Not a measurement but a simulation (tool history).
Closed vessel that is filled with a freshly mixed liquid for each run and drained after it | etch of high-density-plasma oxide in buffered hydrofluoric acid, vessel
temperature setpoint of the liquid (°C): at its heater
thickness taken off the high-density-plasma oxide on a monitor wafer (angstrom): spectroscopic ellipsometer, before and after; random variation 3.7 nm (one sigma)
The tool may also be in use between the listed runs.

run,hour,temperature setpoint of the liquid (°C),parts of 40 % ammonium fluoride to one part of 49 % hydrofluoric acid (parts by volume),time in the liquid (s),thickness taken off the high-density-plasma oxide on a monitor wafer (angstrom)
1,0.0,25.0,8.5,105,3275.2
2,7.0,25.5,8.5,105,3354.9
3,12.5,22.5,8.5,105,2841.8
4,19.9,22.5,8.5,115,3147.8
5,22.6,21.0,8.5,115,2931.0
6,29.1,22.0,8.5,115,3041.7
7,31.0,22.0,8.5,115,3064.1
8,39.2,26.0,8.5,115,3719.2

The next listed run, before its measurement:
9,43.8,26.5,8.5,115,?

{"run 9": {"thickness taken off the high-density-plasma oxide on a monitor wafer (angstrom)": 3842.7}}
